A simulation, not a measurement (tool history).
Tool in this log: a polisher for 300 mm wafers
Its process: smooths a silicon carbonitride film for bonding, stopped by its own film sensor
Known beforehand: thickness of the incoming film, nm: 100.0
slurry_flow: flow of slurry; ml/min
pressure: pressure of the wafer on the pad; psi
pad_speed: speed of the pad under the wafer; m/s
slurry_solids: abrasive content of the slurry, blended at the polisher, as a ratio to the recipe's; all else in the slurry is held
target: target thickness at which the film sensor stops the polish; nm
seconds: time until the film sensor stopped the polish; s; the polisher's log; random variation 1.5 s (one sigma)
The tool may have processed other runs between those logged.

{"run": 1, "hour": 0.0, "slurry_flow": 145, "pressure": 2.3, "pad_speed": 0.86, "slurry_solids": 1, "target": 81, "seconds": 95.927}
{"run": 2, "hour": 7.3, "slurry_flow": 145, "pressure": 2.2, "pad_speed": 0.86, "slurry_solids": 1, "target": 81, "seconds": 99.79}
{"run": 3, "hour": 15.0, "slurry_flow": 175, "pressure": 2.2, "pad_speed": 0.86, "slurry_solids": 1, "target": 81, "seconds": 95.838}
{"run": 4, "hour": 22.4, "slurry_flow": 170, "pressure": 2.1, "pad_speed": 0.86, "slurry_solids": 1, "target": 81, "seconds": 99.804}
{"run": 5, "hour": 29.1, "slurry_flow": 165, "pressure": 2, "pad_speed": 0.86, "slurry_solids": 1, "target": 81, "seconds": 108.2}
{"run": 6, "hour": 29.7, "slurry_flow": 160, "pressure": 1.9, "pad_speed": 0.86, "slurry_solids": 1, "target": 81, "seconds": 114.8}
{"run": 7, "hour": 34.0, "slurry_flow": 155, "pressure": 1.9, "pad_speed": 0.86, "slurry_solids": 1, "target": 81, "seconds": 113.81}
{"run": 8, "hour": 35.0, "slurry_flow": 150, "pressure": 1.8, "pad_speed": 0.86, "slurry_solids": 1, "target": 81, "seconds": 120.32}

What does the tool deliver on the next run?
{"run": 9, "hour": 43.1, "slurry_flow": 125, "pressure": 1.4, "pad_speed": 0.86, "slurry_solids": 1, "target": 81, "seconds": "?"}

{"run 9": {"seconds": 156.78}}

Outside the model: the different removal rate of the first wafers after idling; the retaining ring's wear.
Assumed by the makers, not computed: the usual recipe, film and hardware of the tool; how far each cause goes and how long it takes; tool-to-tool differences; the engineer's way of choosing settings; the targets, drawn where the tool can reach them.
